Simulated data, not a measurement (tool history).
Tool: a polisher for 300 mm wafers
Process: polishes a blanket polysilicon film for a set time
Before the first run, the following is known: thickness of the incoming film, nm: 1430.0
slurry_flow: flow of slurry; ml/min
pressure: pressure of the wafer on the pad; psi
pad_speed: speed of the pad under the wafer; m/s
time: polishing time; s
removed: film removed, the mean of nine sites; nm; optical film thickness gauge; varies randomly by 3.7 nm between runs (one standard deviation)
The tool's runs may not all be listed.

{"run": 1, "hour": 0.0, "slurry_flow": 315, "pressure": 2.4, "pad_speed": 1.22, "time": 76, "removed": 652.96}
{"run": 2, "hour": 7.9, "slurry_flow": 315, "pressure": 2.3, "pad_speed": 1.22, "time": 76, "removed": 634.18}
{"run": 3, "hour": 12.8, "slurry_flow": 280, "pressure": 2.3, "pad_speed": 1.22, "time": 76, "removed": 629.2}
{"run": 4, "hour": 16.7, "slurry_flow": 280, "pressure": 2.3, "pad_speed": 1.22, "time": 76, "removed": 619.21}
{"run": 5, "hour": 21.7, "slurry_flow": 280, "pressure": 2.2, "pad_speed": 1.22, "time": 76, "removed": 601.17}
{"run": 6, "hour": 23.8, "slurry_flow": 280, "pressure": 2.1, "pad_speed": 1.22, "time": 76, "removed": 594.17}
{"run": 7, "hour": 30.5, "slurry_flow": 280, "pressure": 2, "pad_speed": 1.22, "time": 76, "removed": 572.53}
{"run": 8, "hour": 33.0, "slurry_flow": 280, "pressure": 1.9, "pad_speed": 1.22, "time": 76, "removed": 546.85}

For run 9, what comes out?
{"run": 9, "hour": 37.7, "slurry_flow": 280, "pressure": 1.8, "pad_speed": 1.22, "time": 76, "removed": "?"}

{"run 9": {"removed": 538.5}}
